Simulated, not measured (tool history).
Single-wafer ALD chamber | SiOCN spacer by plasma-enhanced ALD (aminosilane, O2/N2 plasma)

run	hour	heater temperature setpoint (°C)	number of ALD cycles (cycles)	mean film thickness on the monitor wafer (angstrom)
1	0	415	101	50.436
2	0.8	405	101	52.647
3	3.7	412	96	48.843
4	5.2	412	101	51.406
5	12.3	412	89	45.224
6	19.4	412	78	39.571
7	25.5	413	78	39.48

For run 8, what comes out?
8	34	414	78	?

{"run 8": {"mean film thickness on the monitor wafer (angstrom)": 39.248}}

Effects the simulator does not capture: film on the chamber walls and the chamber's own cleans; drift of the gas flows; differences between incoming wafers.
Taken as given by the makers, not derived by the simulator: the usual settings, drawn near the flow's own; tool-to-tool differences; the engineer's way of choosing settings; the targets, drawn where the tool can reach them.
